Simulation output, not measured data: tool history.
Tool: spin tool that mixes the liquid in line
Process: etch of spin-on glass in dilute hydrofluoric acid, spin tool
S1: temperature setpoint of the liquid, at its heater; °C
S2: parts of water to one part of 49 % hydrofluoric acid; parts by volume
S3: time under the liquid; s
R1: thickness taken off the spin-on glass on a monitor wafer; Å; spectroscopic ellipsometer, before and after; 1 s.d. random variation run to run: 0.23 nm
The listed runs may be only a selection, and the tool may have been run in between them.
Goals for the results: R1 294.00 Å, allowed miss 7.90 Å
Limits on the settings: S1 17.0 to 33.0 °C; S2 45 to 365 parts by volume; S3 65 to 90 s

run,day,S1,S2,S3,R1
1,0.000,25.0,205,90,131.03
2,0.279,21.5,205,90,115.50
3,0.304,21.5,140,90,180.75
4,0.654,21.5,140,90,178.80
5,0.912,19.5,140,90,165.15
6,1.279,21.0,140,90,178.27
7,1.567,25.0,135,90,215.33
8,1.746,26.0,135,90,222.41
9,1.888,27.0,135,90,235.65
10,2.162,27.5,135,90,234.59
11,2.521,28.0,135,90,240.41
12,2.679,28.5,135,90,246.79
13,2.825,28.5,135,90,243.83
14,2.900,32.5,125,90,313.03

Which single option among these 4 for the next run brings every result within its allowed miss of target? Just one does.
A,2.975,30.0,110,90,?
B,2.975,33.0,120,90,?
C,2.975,33.0,95,65,?
D,2.975,31.0,125,90,?

move,R1
A,332.12
B,334.29
C,316.91
D,296.66
A: further off than the last run
B: further off than the last run
C: further off than the last run
D: every result lands within tolerance
Answer: D

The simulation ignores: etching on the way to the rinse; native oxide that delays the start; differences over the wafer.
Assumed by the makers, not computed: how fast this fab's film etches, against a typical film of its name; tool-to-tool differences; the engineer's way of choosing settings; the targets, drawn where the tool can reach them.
